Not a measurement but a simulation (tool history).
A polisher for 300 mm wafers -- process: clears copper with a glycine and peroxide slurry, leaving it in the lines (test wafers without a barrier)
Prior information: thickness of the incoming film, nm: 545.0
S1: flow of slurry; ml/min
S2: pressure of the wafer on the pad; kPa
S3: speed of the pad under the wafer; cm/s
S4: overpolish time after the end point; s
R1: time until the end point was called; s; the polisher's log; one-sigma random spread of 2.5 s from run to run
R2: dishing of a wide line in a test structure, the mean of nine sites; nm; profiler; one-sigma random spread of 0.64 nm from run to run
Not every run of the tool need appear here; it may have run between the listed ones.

run 1 hour=0 | S1=275 S2=24.1 S3=76 S4=19 | R1=114.76 R2=56.874
run 2 hour=1.6 | S1=270 S2=20 S3=70 S4=23 | R1=142.81 R2=55.837
run 3 hour=4.9 | S1=270 S2=17.2 S3=68 S4=26 | R1=163.68 R2=55.543
run 4 hour=13.4 | S1=220 S2=17.2 S3=68 S4=26 | R1=167.15 R2=54.104
run 5 hour=15 | S1=215 S2=15.2 S3=68 S4=28 | R1=182.38 R2=53.092
run 6 hour=19.2 | S1=210 S2=14.5 S3=66 S4=30 | R1=199.22 R2=53.296

Run 7 has not been measured yet. What should we expect?
run 7 hour=24.4 | S1=205 S2=14.5 S3=66 S4=31 | R1=? R2=?

R1: 195.23 s
R2: 54.622 nm

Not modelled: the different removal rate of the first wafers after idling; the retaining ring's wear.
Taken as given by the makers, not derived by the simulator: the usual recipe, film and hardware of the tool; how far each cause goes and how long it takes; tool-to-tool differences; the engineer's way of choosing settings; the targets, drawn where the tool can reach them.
